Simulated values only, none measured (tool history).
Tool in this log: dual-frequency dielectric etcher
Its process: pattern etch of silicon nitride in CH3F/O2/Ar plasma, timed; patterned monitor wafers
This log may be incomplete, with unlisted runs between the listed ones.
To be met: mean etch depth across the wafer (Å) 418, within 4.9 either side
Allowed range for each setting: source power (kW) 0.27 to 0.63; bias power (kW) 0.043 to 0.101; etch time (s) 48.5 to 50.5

| run | hour | source power (kW) | bias power (kW) | etch time (s) | mean etch depth across the wafer (Å) |
|---|---|---|---|---|---|
| 1 | 0 | 0.45 | 0.072 | 48.5 | 380.77 |
| 2 | 4.9 | 0.48 | 0.072 | 48.5 | 394.05 |
| 3 | 11.2 | 0.48 | 0.082 | 48.5 | 407.38 |
| 4 | 13.8 | 0.49 | 0.082 | 48.5 | 411.74 |
| 5 | 22.2 | 0.49 | 0.082 | 48.5 | 412.89 |
| 6 | 29.2 | 0.46 | 0.082 | 48.5 | 399.08 |
| 7 | 34 | 0.47 | 0.082 | 48.5 | 403.96 |
| 8 | 35.9 | 0.48 | 0.082 | 48.5 | 407.84 |

Of the 4 settings listed for the next run, only one would bring every result within its allowed miss of target. Which one?
| A | 37.8 | 0.47 | 0.092 | 48.5 | ? |
| B | 37.8 | 0.49 | 0.089 | 49.5 | ? |
| C | 37.8 | 0.47 | 0.094 | 49.5 | ? |
| D | 37.8 | 0.49 | 0.086 | 50.5 | ? |

| move | mean etch depth across the wafer (Å) |
|---|---|
| A | 416.05 |
| B | 429.18 |
| C | 427.36 |
| D | 433.51 |
A: in spec on every target
B: pushes the last run's worst result past its target
C: pushes the last run's worst result past its target
D: pushes the last run's worst result past its target
Go with A: it meets all targets.
